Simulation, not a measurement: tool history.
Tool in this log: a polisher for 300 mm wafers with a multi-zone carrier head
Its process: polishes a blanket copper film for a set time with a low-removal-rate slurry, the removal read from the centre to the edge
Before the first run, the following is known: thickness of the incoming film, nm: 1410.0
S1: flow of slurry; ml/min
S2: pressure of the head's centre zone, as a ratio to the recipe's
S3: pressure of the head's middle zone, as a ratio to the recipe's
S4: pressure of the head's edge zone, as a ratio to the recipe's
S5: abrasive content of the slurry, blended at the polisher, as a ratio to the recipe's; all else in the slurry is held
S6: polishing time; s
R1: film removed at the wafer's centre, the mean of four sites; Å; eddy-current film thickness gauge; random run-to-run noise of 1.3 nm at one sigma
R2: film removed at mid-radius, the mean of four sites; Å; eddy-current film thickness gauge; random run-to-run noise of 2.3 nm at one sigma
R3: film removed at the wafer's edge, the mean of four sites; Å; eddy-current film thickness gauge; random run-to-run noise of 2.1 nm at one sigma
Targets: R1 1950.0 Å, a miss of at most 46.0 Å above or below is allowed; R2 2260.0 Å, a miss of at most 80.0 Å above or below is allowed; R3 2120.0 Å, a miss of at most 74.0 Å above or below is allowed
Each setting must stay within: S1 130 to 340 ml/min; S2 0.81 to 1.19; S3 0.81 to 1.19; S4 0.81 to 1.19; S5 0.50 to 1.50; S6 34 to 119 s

| run | day | S1 | S2 | S3 | S4 | S5 | S6 | R1 | R2 | R3 |
|---|---|---|---|---|---|---|---|---|---|---|
| 1 | 0.000 | 220 | 1.00 | 1.00 | 1.00 | 1.00 | 76 | 2827.6 | 2944.6 | 2926.3 |
| 2 | 0.279 | 220 | 0.99 | 1.00 | 0.98 | 0.95 | 75 | 2693.1 | 2839.0 | 2749.9 |
| 3 | 0.342 | 215 | 0.97 | 0.99 | 0.96 | 0.90 | 75 | 2637.5 | 2766.3 | 2725.1 |
| 4 | 0.675 | 215 | 0.97 | 0.91 | 0.96 | 0.90 | 75 | 2630.3 | 2575.7 | 2713.4 |
| 5 | 0.833 | 215 | 0.97 | 0.91 | 0.96 | 1.10 | 75 | 2755.7 | 2685.5 | 2858.8 |
| 6 | 1.183 | 170 | 0.97 | 0.91 | 0.96 | 1.10 | 75 | 2650.0 | 2627.8 | 2714.5 |
| 7 | 1.412 | 165 | 0.95 | 0.91 | 0.95 | 1.05 | 75 | 2546.2 | 2560.2 | 2723.8 |
| 8 | 1.621 | 165 | 0.94 | 0.92 | 0.94 | 1.00 | 74 | 2479.0 | 2529.3 | 2601.8 |
| 9 | 1.808 | 160 | 0.93 | 0.93 | 0.93 | 0.95 | 74 | 2375.8 | 2525.4 | 2586.7 |

Of the 5 settings listed for the next run, only one would bring every result within its allowed miss of target. Which one?
| A | 1.996 | 140 | 0.85 | 0.90 | 0.99 | 1.00 | 64 | ? | ? | ? |
| B | 1.996 | 140 | 0.90 | 1.00 | 0.86 | 0.90 | 65 | ? | ? | ? |
| C | 1.996 | 190 | 0.85 | 0.97 | 0.97 | 0.95 | 63 | ? | ? | ? |
| D | 1.996 | 145 | 1.01 | 1.05 | 0.89 | 0.80 | 68 | ? | ? | ? |
| E | 1.996 | 145 | 0.87 | 0.91 | 0.96 | 1.05 | 85 | ? | ? | ? |

| move | R1 | R2 | R3 |
|---|---|---|---|
| A | 1878.1 | 2078.0 | 2238.4 |
| B | 1957.5 | 2257.0 | 2095.1 |
| C | 1967.1 | 2297.6 | 2261.6 |
| D | 2222.6 | 2424.3 | 2184.0 |
| E | 2592.2 | 2837.3 | 2980.4 |
A: takes the biggest miss from the last run beyond its target
B: hits every target within its allowed miss
C: meets the target for the result that was furthest off, but another lies outside its allowed miss
D: closer than the last run, but not yet in spec
E: its largest miss is bigger than the last run's
The right move is B.
